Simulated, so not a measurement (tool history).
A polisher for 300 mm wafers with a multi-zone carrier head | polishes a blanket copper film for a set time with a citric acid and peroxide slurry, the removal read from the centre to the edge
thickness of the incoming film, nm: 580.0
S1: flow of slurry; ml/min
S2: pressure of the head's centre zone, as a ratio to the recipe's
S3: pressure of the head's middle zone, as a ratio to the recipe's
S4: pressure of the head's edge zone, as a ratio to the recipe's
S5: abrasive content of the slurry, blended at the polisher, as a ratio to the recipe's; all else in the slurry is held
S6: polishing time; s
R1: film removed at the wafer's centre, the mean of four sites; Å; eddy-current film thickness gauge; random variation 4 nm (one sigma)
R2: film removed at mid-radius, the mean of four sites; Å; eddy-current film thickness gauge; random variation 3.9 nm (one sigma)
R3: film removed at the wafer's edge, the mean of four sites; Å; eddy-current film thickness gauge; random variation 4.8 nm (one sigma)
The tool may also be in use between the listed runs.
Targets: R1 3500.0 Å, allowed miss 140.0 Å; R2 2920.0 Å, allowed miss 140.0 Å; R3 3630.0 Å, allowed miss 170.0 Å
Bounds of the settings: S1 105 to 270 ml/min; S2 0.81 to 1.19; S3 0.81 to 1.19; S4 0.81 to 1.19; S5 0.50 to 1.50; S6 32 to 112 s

| run | day | S1 | S2 | S3 | S4 | S5 | S6 | R1 | R2 | R3 |
|---|---|---|---|---|---|---|---|---|---|---|
| 1 | 0.000 | 175 | 1.00 | 1.00 | 1.00 | 1.00 | 72 | 2454.1 | 2279.4 | 2419.9 |
| 2 | 0.371 | 175 | 1.01 | 0.98 | 1.04 | 1.10 | 76 | 2649.8 | 2413.5 | 2564.0 |
| 3 | 0.421 | 175 | 1.01 | 0.98 | 1.11 | 1.10 | 76 | 2597.6 | 2479.0 | 2619.0 |
| 4 | 0.646 | 170 | 1.00 | 0.93 | 1.11 | 1.15 | 83 | 2879.4 | 2591.9 | 2986.5 |
| 5 | 0.962 | 170 | 1.00 | 1.00 | 1.11 | 1.15 | 83 | 2803.2 | 2689.0 | 2951.0 |
| 6 | 1.225 | 205 | 1.00 | 1.00 | 1.11 | 1.15 | 83 | 2933.4 | 2800.6 | 3053.9 |
| 7 | 1.550 | 210 | 1.00 | 0.96 | 1.12 | 1.20 | 85 | 3013.8 | 2806.4 | 3152.6 |
| 8 | 1.758 | 210 | 1.01 | 0.93 | 1.13 | 1.25 | 87 | 3190.5 | 2860.7 | 3257.9 |
| 9 | 1.796 | 210 | 1.01 | 0.90 | 1.14 | 1.30 | 89 | 3258.2 | 2860.7 | 3350.0 |

5 next moves are on the table. One of them brings every result within its allowed miss. Which?
| A | 1.833 | 215 | 1.08 | 0.99 | 1.07 | 1.40 | 84 | ? | ? | ? |
| B | 1.833 | 165 | 1.09 | 0.99 | 1.04 | 1.25 | 90 | ? | ? | ? |
| C | 1.833 | 225 | 1.16 | 0.91 | 1.02 | 1.50 | 82 | ? | ? | ? |
| D | 1.833 | 220 | 1.07 | 1.05 | 1.08 | 1.20 | 87 | ? | ? | ? |
| E | 1.833 | 235 | 1.06 | 0.88 | 1.19 | 1.20 | 93 | ? | ? | ? |

| move | R1 | R2 | R3 |
|---|---|---|---|
| A | 3250.8 | 2865.8 | 3099.6 |
| B | 3277.7 | 2884.6 | 3111.1 |
| C | 3413.2 | 2672.1 | 3008.4 |
| D | 3269.0 | 3035.0 | 3146.2 |
| E | 3499.9 | 2859.7 | 3565.4 |
A: further off than the last run
B: further off than the last run
C: brings the result that was furthest off to its target, and leaves another outside
D: further off than the last run
E: meets every target
Move E is the one to make.
